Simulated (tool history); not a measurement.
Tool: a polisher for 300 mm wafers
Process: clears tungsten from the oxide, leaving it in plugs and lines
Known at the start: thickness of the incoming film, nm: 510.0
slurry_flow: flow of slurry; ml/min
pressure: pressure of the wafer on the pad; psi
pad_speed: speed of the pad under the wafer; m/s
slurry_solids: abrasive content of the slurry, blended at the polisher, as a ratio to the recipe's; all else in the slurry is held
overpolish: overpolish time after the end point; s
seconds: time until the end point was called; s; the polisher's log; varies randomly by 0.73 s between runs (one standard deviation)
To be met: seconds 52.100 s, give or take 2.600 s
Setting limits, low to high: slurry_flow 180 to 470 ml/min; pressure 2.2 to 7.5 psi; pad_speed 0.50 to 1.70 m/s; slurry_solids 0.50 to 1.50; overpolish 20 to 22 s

{"run": 1, "day": 0.0, "slurry_flow": 300, "pressure": 4.8, "pad_speed": 1.1, "slurry_solids": 1.0, "overpolish": 20, "seconds": 79.356}
{"run": 2, "day": 0.154, "slurry_flow": 300, "pressure": 4.8, "pad_speed": 1.1, "slurry_solids": 1.15, "overpolish": 20, "seconds": 76.998}
{"run": 3, "day": 0.388, "slurry_flow": 300, "pressure": 5.0, "pad_speed": 1.1, "slurry_solids": 1.15, "overpolish": 20, "seconds": 75.565}
{"run": 4, "day": 0.579, "slurry_flow": 300, "pressure": 5.2, "pad_speed": 1.1, "slurry_solids": 1.15, "overpolish": 20, "seconds": 74.58}
{"run": 5, "day": 0.625, "slurry_flow": 300, "pressure": 5.5, "pad_speed": 1.12, "slurry_solids": 1.15, "overpolish": 20, "seconds": 67.26}
{"run": 6, "day": 1.004, "slurry_flow": 300, "pressure": 5.7, "pad_speed": 1.12, "slurry_solids": 1.15, "overpolish": 20, "seconds": 66.445}
{"run": 7, "day": 1.167, "slurry_flow": 300, "pressure": 5.9, "pad_speed": 1.12, "slurry_solids": 1.15, "overpolish": 20, "seconds": 65.748}
{"run": 8, "day": 1.238, "slurry_flow": 300, "pressure": 5.9, "pad_speed": 1.12, "slurry_solids": 1.15, "overpolish": 20, "seconds": 65.019}
{"run": 9, "day": 1.338, "slurry_flow": 300, "pressure": 6.1, "pad_speed": 1.12, "slurry_solids": 1.15, "overpolish": 20, "seconds": 63.893}
{"run": 10, "day": 1.671, "slurry_flow": 300, "pressure": 6.3, "pad_speed": 1.12, "slurry_solids": 1.15, "overpolish": 20, "seconds": 61.24}
{"run": 11, "day": 1.992, "slurry_flow": 300, "pressure": 6.4, "pad_speed": 1.12, "slurry_solids": 1.15, "overpolish": 20, "seconds": 61.705}
{"run": 12, "day": 2.129, "slurry_flow": 300, "pressure": 6.5, "pad_speed": 1.12, "slurry_solids": 1.15, "overpolish": 20, "seconds": 60.058}
{"run": 13, "day": 2.392, "slurry_flow": 300, "pressure": 6.6, "pad_speed": 1.12, "slurry_solids": 1.15, "overpolish": 20, "seconds": 59.575}
{"run": 14, "day": 2.708, "slurry_flow": 300, "pressure": 6.7, "pad_speed": 1.12, "slurry_solids": 1.15, "overpolish": 20, "seconds": 58.204}
{"run": 15, "day": 2.8, "slurry_flow": 300, "pressure": 6.8, "pad_speed": 1.12, "slurry_solids": 1.15, "overpolish": 20, "seconds": 60.382}
{"run": 16, "day": 3.121, "slurry_flow": 300, "pressure": 6.9, "pad_speed": 1.14, "slurry_solids": 1.15, "overpolish": 20, "seconds": 55.431}
{"run": 17, "day": 3.358, "slurry_flow": 300, "pressure": 7.1, "pad_speed": 1.14, "slurry_solids": 1.15, "overpolish": 20, "seconds": 55.164}

Next run, 4 choices. One meets every target within its allowed miss, the rest don't. Which?
{"run": "A", "day": 3.596, "slurry_flow": 280, "pressure": 6.9, "pad_speed": 1.38, "slurry_solids": 1.35, "overpolish": 22, "seconds": "?"}
{"run": "B", "day": 3.596, "slurry_flow": 360, "pressure": 6.8, "pad_speed": 1.04, "slurry_solids": 1.15, "overpolish": 22, "seconds": "?"}
{"run": "C", "day": 3.596, "slurry_flow": 250, "pressure": 6.3, "pad_speed": 1.2, "slurry_solids": 1.1, "overpolish": 21, "seconds": "?"}
{"run": "D", "day": 3.596, "slurry_flow": 375, "pressure": 7.5, "pad_speed": 1.12, "slurry_solids": 1.15, "overpolish": 20, "seconds": "?"}

move=A seconds=46.225
move=B seconds=62.550
move=C seconds=60.676
move=D seconds=53.561
A: carries the result that was furthest off beyond its target, to the other side
B: the biggest miss grows against the last run
C: the biggest miss grows against the last run
D: all results in spec
Go with D: it meets all targets.

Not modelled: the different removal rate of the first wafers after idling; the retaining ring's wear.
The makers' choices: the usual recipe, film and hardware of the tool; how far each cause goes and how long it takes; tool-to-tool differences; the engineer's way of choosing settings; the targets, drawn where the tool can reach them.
